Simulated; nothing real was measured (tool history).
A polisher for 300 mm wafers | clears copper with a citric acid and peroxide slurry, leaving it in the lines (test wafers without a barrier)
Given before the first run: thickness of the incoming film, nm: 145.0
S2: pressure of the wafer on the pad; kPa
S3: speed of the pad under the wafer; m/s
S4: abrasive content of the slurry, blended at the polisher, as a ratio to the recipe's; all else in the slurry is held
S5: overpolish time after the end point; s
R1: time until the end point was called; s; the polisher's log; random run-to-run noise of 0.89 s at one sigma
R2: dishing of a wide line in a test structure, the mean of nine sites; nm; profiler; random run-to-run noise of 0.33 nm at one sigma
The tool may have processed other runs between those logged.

{"run": 1, "hour": 0.0, "flow of slurry (ml/min)": 200, "S2": 13.8, "S3": 1.02, "S4": 1, "S5": 19, "R1": 88.397, "R2": 22.627}
{"run": 2, "hour": 1.4, "flow of slurry (ml/min)": 160, "S2": 13.8, "S3": 1.02, "S4": 1, "S5": 19, "R1": 89.156, "R2": 21.792}
{"run": 3, "hour": 4.2, "flow of slurry (ml/min)": 160, "S2": 13.8, "S3": 1.02, "S4": 1, "S5": 27, "R1": 90.64, "R2": 29.938}
{"run": 4, "hour": 13.3, "flow of slurry (ml/min)": 160, "S2": 13.8, "S3": 1.02, "S4": 1, "S5": 34, "R1": 90.027, "R2": 35.618}
{"run": 5, "hour": 17.2, "flow of slurry (ml/min)": 160, "S2": 13.8, "S3": 1.02, "S4": 1, "S5": 37, "R1": 91.697, "R2": 37.962}
{"hour": 23.9, "done": "head pressure recalibrated"}
{"run": 6, "hour": 23.9, "flow of slurry (ml/min)": 160, "S2": 14.5, "S3": 1.02, "S4": 1, "S5": 31, "R1": 96.156, "R2": 32.317}
{"run": 7, "hour": 26.0, "flow of slurry (ml/min)": 175, "S2": 12.4, "S3": 1.04, "S4": 1, "S5": 29, "R1": 107.74, "R2": 28.437}
{"run": 8, "hour": 34.8, "flow of slurry (ml/min)": 175, "S2": 13.1, "S3": 1.02, "S4": 1, "S5": 26, "R1": 106.18, "R2": 25.872}

For run 9, what comes out?
{"run": 9, "hour": 41.0, "flow of slurry (ml/min)": 170, "S2": 13.8, "S3": 1.02, "S4": 1, "S5": 23, "R1": "?", "R2": "?"}

Run 9 produced R1 98.682 s, R2 24.713 nm.
